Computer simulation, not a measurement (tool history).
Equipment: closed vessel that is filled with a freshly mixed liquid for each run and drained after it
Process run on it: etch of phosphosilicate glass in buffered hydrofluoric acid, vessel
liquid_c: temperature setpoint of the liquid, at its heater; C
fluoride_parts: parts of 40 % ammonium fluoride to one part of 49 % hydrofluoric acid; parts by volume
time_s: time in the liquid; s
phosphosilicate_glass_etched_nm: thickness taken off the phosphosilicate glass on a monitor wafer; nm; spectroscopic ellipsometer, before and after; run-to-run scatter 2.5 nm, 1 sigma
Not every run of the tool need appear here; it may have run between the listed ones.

run  hour  liquid_c  fluoride_parts  time_s  phosphosilicate_glass_etched_nm
  1   0.0      22.0            20.5     105                           230.72
  2   5.6      23.0            19.0     105                           260.48
  3  13.1      23.0            15.0     105                           326.05
  4  17.3      24.0            14.5     105                           357.95
  5  20.9      24.0            12.0     105                           431.38
  6  22.2      24.5            12.0     105                           439.98
  7  23.5      25.0            12.0     105                           454.68
  8  28.4      25.5            12.0     105                           468.89
  9  34.4      26.0            12.0     105                           479.45

Expected results for the next run?
 10  39.0      26.5            12.0     105                                ?

{"run 10": {"phosphosilicate_glass_etched_nm": 489.12}}

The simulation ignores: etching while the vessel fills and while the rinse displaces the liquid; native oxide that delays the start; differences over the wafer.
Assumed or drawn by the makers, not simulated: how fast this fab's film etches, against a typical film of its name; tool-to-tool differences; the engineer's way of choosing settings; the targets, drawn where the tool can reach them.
